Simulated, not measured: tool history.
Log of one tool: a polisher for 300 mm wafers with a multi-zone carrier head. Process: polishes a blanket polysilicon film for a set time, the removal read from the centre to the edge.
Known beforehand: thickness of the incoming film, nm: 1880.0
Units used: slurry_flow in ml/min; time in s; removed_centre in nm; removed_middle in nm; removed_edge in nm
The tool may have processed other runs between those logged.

run  hour  slurry_flow  centre_zone  middle_zone  edge_zone  time  removed_centre  removed_middle  removed_edge
  1     0          260            1            1          1    38           419.4           413.4         401.4
  2     7          250         0.97         0.98       0.99    38          408.54          409.63        393.18
  3  11.4          245         0.94         0.96          1    38          397.41          398.37        401.17
  4  18.4          240         0.92         0.95       0.99    38          391.44          394.04        391.51
  5  23.1          240         0.92         1.01       0.99    38          397.81          418.56        391.99
     30.9  -- centre zone pressure recalibrated
  6  30.9          240          0.9            1          1    37          370.32          402.94        390.94

Estimate the outcome of run 7 from the log above:
  7  37.5          195         0.83          0.9       0.91    36               ?               ?             ?

removed_centre: 316.95 nm
removed_middle: 345.21 nm
removed_edge: 351.86 nm

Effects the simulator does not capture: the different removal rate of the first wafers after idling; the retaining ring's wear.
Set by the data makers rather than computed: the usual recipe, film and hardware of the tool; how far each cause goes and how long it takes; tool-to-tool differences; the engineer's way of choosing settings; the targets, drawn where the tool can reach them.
